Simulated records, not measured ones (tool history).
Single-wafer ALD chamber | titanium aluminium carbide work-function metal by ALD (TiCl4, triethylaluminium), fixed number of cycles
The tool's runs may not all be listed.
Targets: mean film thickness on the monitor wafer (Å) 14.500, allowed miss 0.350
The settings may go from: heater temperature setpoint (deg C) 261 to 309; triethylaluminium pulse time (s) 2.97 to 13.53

run	hour	heater temperature setpoint (deg C)	triethylaluminium pulse time (s)	mean film thickness on the monitor wafer (Å)
1	0.0	285	8.25	17.735
2	0.7	293	8.25	18.490
3	8.4	284	8.25	17.597
4	14.2	284	10.12	18.207
5	18.4	277	8.23	16.901
6	22.9	272	7.20	16.008
7	31.7	269	6.65	15.344
8	36.3	261	6.01	14.043

Which of these 4 next moves meets every target?
A	40.9	262	6.40	?
B	40.9	261	5.76	?
C	40.9	262	5.61	?
D	40.9	261	5.55	?

move	mean film thickness on the monitor wafer (Å)
A	14.532
B	13.832
C	13.741
D	13.592
A: meets every target
B: further off than the last run
C: further off than the last run
D: further off than the last run
Answer: A
